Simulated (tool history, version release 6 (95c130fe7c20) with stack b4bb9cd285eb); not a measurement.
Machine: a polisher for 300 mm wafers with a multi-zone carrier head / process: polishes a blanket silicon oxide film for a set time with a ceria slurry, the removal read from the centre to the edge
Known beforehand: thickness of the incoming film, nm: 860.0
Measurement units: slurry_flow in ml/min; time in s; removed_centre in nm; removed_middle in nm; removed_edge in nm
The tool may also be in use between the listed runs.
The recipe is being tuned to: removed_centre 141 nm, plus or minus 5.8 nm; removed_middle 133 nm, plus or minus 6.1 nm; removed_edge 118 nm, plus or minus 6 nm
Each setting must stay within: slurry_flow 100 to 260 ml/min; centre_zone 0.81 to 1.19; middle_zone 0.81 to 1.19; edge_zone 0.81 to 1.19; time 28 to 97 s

run,hour,slurry_flow,centre_zone,middle_zone,edge_zone,time,removed_centre,removed_middle,removed_edge
1,0,165,1,1,1,62,190.84,195.42,182.95
2,2.9,165,1.01,1,0.98,59,183.46,181.19,169.62
3,6.1,165,1.01,1,0.96,57,175.42,175.82,167.51
4,15,165,1.03,1.02,0.96,54,169.62,169.5,154.96
5,22.5,165,1.03,1.02,0.96,68,214.41,209.59,198.65
6,27.8,205,1.03,1.02,0.96,68,222.24,220.92,208.31
7,34,195,1.04,1.02,0.94,64,205.91,204.24,188.54
8,41.3,190,1.05,1.02,0.92,61,199.17,195.84,178.48
9,46,185,1.05,1.02,0.91,58,187.86,187.27,168.54
10,48.3,175,1.1,0.97,0.82,40,135.19,121.5,112.23
11,56.2,180,1.1,0.98,0.82,40,138.45,124.51,111.32
12,56.9,180,1.1,0.98,0.83,40,136.67,123.51,111.13
13,62.4,180,1.1,0.98,0.84,40,134.73,121.55,110.61

Exercise: of the 4 proposed moves below, exactly one satisfies all targets within the stated allowed misses. Which move is it?
A,67.9,190,1.17,0.84,0.84,40,?,?,?
B,67.9,145,1,0.91,0.85,47,?,?,?
C,67.9,205,0.87,0.9,0.91,46,?,?,?
D,67.9,250,1.05,0.98,0.84,42,?,?,?

move,removed_centre,removed_middle,removed_edge
A,145.06,110.72,110.32
B,139.21,133.51,126.37
C,125.56,136.36,132.43
D,142.12,136.79,118.57
A: misses by more than the last run did
B: the furthest-off result lands on target, but another misses its tolerance
C: the furthest-off result lands on target, but another misses its tolerance
D: every result within its allowed miss
The move that meets every target is D.
